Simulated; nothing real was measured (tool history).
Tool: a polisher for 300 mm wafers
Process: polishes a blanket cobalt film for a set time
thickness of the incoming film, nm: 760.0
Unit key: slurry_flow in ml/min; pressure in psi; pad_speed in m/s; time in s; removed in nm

Run 1, hour 0.0: slurry_flow 225 ml/min, pressure 2.3 psi, pad_speed 1.04 m/s, time 58 s. Result: removed 414.31 nm.
Run 2, hour 3.6: slurry_flow 225 ml/min, pressure 1.9 psi, pad_speed 1.00 m/s, time 58 s. Result: removed 332.63 nm.
Run 3, hour 10.8: slurry_flow 225 ml/min, pressure 1.6 psi, pad_speed 0.98 m/s, time 58 s. Result: removed 291.49 nm.
Run 4, hour 15.6: slurry_flow 275 ml/min, pressure 1.6 psi, pad_speed 0.98 m/s, time 58 s. Result: removed 305.29 nm.
Run 5, hour 17.4: slurry_flow 275 ml/min, pressure 1.6 psi, pad_speed 1.22 m/s, time 58 s. Result: removed 366.09 nm.
Run 6, hour 22.6: slurry_flow 320 ml/min, pressure 1.6 psi, pad_speed 1.22 m/s, time 58 s. Result: removed 370.46 nm.
Run 7, hour 30.6: slurry_flow 315 ml/min, pressure 1.4 psi, pad_speed 1.08 m/s, time 58 s. Result: removed 295.48 nm.

Run 8 comes next. What will it give?
Run 8, hour 36.0: slurry_flow 315 ml/min, pressure 1.4 psi, pad_speed 1.08 m/s, time 58 s. Result: removed ?.

{"run 8": {"removed": 290.46}}
